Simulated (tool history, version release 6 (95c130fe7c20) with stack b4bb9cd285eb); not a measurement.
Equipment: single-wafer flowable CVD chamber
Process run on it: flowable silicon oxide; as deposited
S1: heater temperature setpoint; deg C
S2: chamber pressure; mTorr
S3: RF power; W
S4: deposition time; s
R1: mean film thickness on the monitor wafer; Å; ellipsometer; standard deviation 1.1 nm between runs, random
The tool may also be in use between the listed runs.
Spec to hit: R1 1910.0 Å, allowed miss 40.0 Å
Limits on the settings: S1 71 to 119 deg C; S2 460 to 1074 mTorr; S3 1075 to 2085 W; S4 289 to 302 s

{"run": 1, "day": 0.0, "S1": 95, "S2": 767, "S3": 1580, "S4": 302, "R1": 2068.7}
{"run": 2, "day": 0.275, "S1": 90, "S2": 767, "S3": 1580, "S4": 302, "R1": 2529.7}
{"run": 3, "day": 0.35, "S1": 90, "S2": 767, "S3": 1750, "S4": 302, "R1": 2590.4}
{"run": 4, "day": 0.688, "S1": 91, "S2": 767, "S3": 1750, "S4": 302, "R1": 2531.4}
{"run": 5, "day": 0.85, "S1": 82, "S2": 767, "S3": 1750, "S4": 302, "R1": 3427.8}
{"run": 6, "day": 0.975, "S1": 82, "S2": 767, "S3": 1750, "S4": 302, "R1": 3452.5}
{"run": 7, "day": 1.05, "S1": 84, "S2": 767, "S3": 1750, "S4": 302, "R1": 3203.4}
{"run": 8, "day": 1.392, "S1": 86, "S2": 767, "S3": 1750, "S4": 302, "R1": 2965.8}
{"run": 9, "day": 1.533, "S1": 88, "S2": 767, "S3": 1750, "S4": 302, "R1": 2802.9}
{"run": 10, "day": 1.617, "S1": 100, "S2": 765, "S3": 1750, "S4": 302, "R1": 1770.6}
{"run": 11, "day": 1.888, "S1": 99, "S2": 765, "S3": 1750, "S4": 302, "R1": 1837.7}

Exercise: of the 4 proposed moves below, exactly one satisfies all targets within the stated allowed misses. Which move is it?
{"run": "A", "day": 2.158, "S1": 96, "S2": 731, "S3": 1850, "S4": 289, "R1": "?"}
{"run": "B", "day": 2.158, "S1": 101, "S2": 845, "S3": 1650, "S4": 302, "R1": "?"}
{"run": "C", "day": 2.158, "S1": 99, "S2": 764, "S3": 1785, "S4": 295, "R1": "?"}
{"run": "D", "day": 2.158, "S1": 102, "S2": 823, "S3": 2085, "S4": 302, "R1": "?"}

move=A R1=1923.8
move=B R1=1843.4
move=C R1=1813.3
move=D R1=1848.8
A: hits every target within its allowed miss
B: closes in on the targets versus the last run, not all within tolerance yet
C: moves away from the targets compared with the last run
D: closes in on the targets versus the last run, not all within tolerance yet
A is the move that brings every result within its allowed miss.

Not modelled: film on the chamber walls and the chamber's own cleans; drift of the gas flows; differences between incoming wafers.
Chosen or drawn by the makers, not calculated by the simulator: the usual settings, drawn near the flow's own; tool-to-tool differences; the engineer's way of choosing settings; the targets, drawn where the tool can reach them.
